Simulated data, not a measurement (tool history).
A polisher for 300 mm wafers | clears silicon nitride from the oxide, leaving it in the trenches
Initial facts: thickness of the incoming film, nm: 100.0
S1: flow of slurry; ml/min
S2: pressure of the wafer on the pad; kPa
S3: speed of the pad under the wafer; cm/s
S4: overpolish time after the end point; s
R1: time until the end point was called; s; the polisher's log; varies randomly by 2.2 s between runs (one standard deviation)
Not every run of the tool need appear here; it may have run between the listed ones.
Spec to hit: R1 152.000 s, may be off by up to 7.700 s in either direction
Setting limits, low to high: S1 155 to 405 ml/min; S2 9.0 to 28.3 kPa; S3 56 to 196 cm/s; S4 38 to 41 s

run	hour	S1	S2	S3	S4	R1
1	0.0	260	18.6	126	38	78.852
2	1.4	260	17.2	124	38	83.528
3	2.9	260	13.8	124	38	99.020
4	10.6	290	13.8	124	38	100.980
5	19.2	290	16.5	124	38	88.708
6	24.8	290	15.9	122	38	90.976
7	32.7	290	15.2	118	38	94.692
8	34.5	290	14.5	114	38	102.300
9	36.8	290	13.8	112	38	111.990
10	40.6	290	13.1	112	38	112.250
11	45.4	290	12.4	110	38	118.380
12	51.6	290	12.4	110	38	117.310
13	57.0	290	11.7	108	38	124.990
14	65.8	290	10.3	102	38	144.920

Which of these 4 next moves meets every target?
A	74.6	310	9.0	118	40	?
B	74.6	285	13.1	80	41	?
C	74.6	290	9.7	118	38	?
D	74.6	270	11.7	104	40	?

move	R1
A	135.330
B	155.980
C	130.260
D	131.190
A: moves away from the targets compared with the last run
B: all results in spec
C: moves away from the targets compared with the last run
D: moves away from the targets compared with the last run
Move B is the one to make.

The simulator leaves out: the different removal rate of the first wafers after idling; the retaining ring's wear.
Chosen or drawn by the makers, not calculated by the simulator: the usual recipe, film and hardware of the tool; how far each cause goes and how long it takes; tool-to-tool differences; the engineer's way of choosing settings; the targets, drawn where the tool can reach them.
